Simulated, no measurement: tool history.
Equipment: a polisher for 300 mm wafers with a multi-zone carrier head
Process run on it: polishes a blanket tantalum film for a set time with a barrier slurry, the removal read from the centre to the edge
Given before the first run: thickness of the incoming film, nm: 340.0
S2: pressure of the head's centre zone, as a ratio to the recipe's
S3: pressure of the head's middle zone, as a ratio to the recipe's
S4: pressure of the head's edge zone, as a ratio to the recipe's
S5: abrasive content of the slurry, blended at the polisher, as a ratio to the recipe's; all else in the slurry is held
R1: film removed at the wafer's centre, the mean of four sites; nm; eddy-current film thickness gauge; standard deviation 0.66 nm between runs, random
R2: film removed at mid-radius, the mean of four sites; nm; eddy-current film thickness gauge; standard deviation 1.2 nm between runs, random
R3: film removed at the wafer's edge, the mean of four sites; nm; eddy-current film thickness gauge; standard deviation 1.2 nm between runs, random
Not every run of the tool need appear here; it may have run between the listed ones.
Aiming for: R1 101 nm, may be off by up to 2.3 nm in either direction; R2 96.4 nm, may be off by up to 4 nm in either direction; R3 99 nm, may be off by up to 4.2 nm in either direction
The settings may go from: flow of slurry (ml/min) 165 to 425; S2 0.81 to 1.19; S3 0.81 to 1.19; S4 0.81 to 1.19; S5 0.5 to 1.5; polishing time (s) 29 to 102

run 1 hour=0 | flow_of_slurry_(ml/min)=275 S2=1 S3=1 S4=1 S5=1 polishing_time_(s)=65 | R1=84.818 R2=84.822 R3=82.084
run 2 hour=7.1 | flow_of_slurry_(ml/min)=285 S2=1.02 S3=1.01 S4=1.06 S5=1.1 polishing_time_(s)=65 | R1=88.149 R2=87.64 R3=86.556
run 3 hour=11.3 | flow_of_slurry_(ml/min)=285 S2=1.02 S3=1.01 S4=1.06 S5=1.1 polishing_time_(s)=53 | R1=71.601 R2=70.314 R3=73.985
run 4 hour=14.6 | flow_of_slurry_(ml/min)=225 S2=1.02 S3=1.01 S4=1.06 S5=1.1 polishing_time_(s)=53 | R1=70.275 R2=69.999 R3=70.873
run 5 hour=19.2 | flow_of_slurry_(ml/min)=225 S2=1.02 S3=1.01 S4=1.06 S5=1.1 polishing_time_(s)=38 | R1=50.163 R2=49.726 R3=50.503
run 6 hour=21.6 | flow_of_slurry_(ml/min)=225 S2=1.02 S3=1.01 S4=1.06 S5=1 polishing_time_(s)=38 | R1=48.694 R2=48.956 R3=48.443
run 7 hour=26.7 | flow_of_slurry_(ml/min)=250 S2=1.07 S3=1.07 S4=1.09 S5=1.15 polishing_time_(s)=44 | R1=62.21 R2=60.463 R3=59.36
run 8 hour=33.4 | flow_of_slurry_(ml/min)=280 S2=1.08 S3=1.1 S4=1.12 S5=1.25 polishing_time_(s)=49 | R1=72.888 R2=71.515 R3=70.11
run 9 hour=36.5 | flow_of_slurry_(ml/min)=315 S2=1.09 S3=1.11 S4=1.14 S5=1.35 polishing_time_(s)=52 | R1=79.853 R2=78.534 R3=77.709
run 10 hour=39.1 | flow_of_slurry_(ml/min)=340 S2=1.1 S3=1.11 S4=1.16 S5=1.4 polishing_time_(s)=55 | R1=87.038 R2=83.35 R3=84.941
run 11 hour=45.8 | flow_of_slurry_(ml/min)=355 S2=1.11 S3=1.12 S4=1.17 S5=1.45 polishing_time_(s)=57 | R1=90.711 R2=90.102 R3=90.039
run 12 hour=51.7 | flow_of_slurry_(ml/min)=375 S2=1.15 S3=1.09 S4=1.19 S5=1.5 polishing_time_(s)=62 | R1=104.05 R2=96.407 R3=96.844
run 13 hour=53 | flow_of_slurry_(ml/min)=370 S2=1.14 S3=1.09 S4=1.19 S5=1.5 polishing_time_(s)=62 | R1=103.88 R2=99.881 R3=96.352

Consider the 5 candidate settings below. Which is the only one whose results all fall within their allowed miss of target?
run A hour=54.3 | flow_of_slurry_(ml/min)=285 S2=1.09 S3=1.06 S4=1.15 S5=1.25 polishing_time_(s)=68 | R1=? R2=? R3=?
run B hour=54.3 | flow_of_slurry_(ml/min)=310 S2=1.1 S3=1.13 S4=1.14 S5=1.5 polishing_time_(s)=66 | R1=? R2=? R3=?
run C hour=54.3 | flow_of_slurry_(ml/min)=425 S2=0.98 S3=0.81 S4=1.19 S5=0.5 polishing_time_(s)=97 | R1=? R2=? R3=?
run D hour=54.3 | flow_of_slurry_(ml/min)=425 S2=1.04 S3=0.92 S4=1.19 S5=1.3 polishing_time_(s)=70 | R1=? R2=? R3=?
run E hour=54.3 | flow_of_slurry_(ml/min)=425 S2=1.18 S3=0.91 S4=1.19 S5=1.25 polishing_time_(s)=65 | R1=? R2=? R3=?

move=A R1=101.71 R2=96.25 R3=96.478
move=B R1=104.66 R2=102.67 R3=97.549
move=C R1=101.29 R2=88.443 R3=108.15
move=D R1=104.39 R2=93.496 R3=104.79
move=E R1=109.08 R2=85.324 R3=96.439
A: every result lands within tolerance
B: misses by more than the last run did
C: brings the last run's worst result on target, with another outside its allowed miss
D: misses by more than the last run did
E: misses by more than the last run did
A is the move that brings every result within its allowed miss.
